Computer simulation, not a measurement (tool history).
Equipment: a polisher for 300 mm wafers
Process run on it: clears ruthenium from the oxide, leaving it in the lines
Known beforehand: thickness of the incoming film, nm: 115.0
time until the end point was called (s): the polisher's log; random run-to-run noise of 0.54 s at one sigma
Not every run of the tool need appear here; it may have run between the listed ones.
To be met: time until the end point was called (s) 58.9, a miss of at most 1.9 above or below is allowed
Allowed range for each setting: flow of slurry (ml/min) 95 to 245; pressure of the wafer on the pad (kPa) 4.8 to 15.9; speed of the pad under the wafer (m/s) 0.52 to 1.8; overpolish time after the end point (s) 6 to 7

run	hour	flow of slurry (ml/min)	pressure of the wafer on the pad (kPa)	speed of the pad under the wafer (m/s)	overpolish time after the end point (s)	time until the end point was called (s)
1	0	155	10.3	1.16	7	91.04
2	6.5	160	11	1.16	7	85.105
3	10.6	160	11.7	1.16	7	80.941
4	14.9	170	13.8	1.18	7	66.893
5	20	170	13.8	0.96	7	83.116
6	25.1	170	13.8	0.98	7	81.304
7	28.9	170	13.8	1	7	78.933
8	36.8	170	13.8	1.02	7	77.753
9	44.3	170	13.8	1.04	7	76.266
# hour 46.4: head pressure recalibrated
10	46.4	195	15.9	1.08	7	67.009
11	47.8	190	15.9	1.08	7	67.182

Exactly one of the 5 candidate moves below puts every result within its allowed miss. Which one?
A	49.2	220	15.2	0.98	7	?
B	49.2	200	15.2	0.94	7	?
C	49.2	190	15.9	1	6	?
D	49.2	190	15.9	1.24	6	?
E	49.2	180	15.9	1.14	7	?

move	time until the end point was called (s)
A	74.96
B	79.014
C	71.989
D	58.447
E	63.931
A: moves away from the targets compared with the last run
B: moves away from the targets compared with the last run
C: moves away from the targets compared with the last run
D: each result inside its tolerance
E: closer than the last run, but not yet in spec
D is the move that brings every result within its allowed miss.
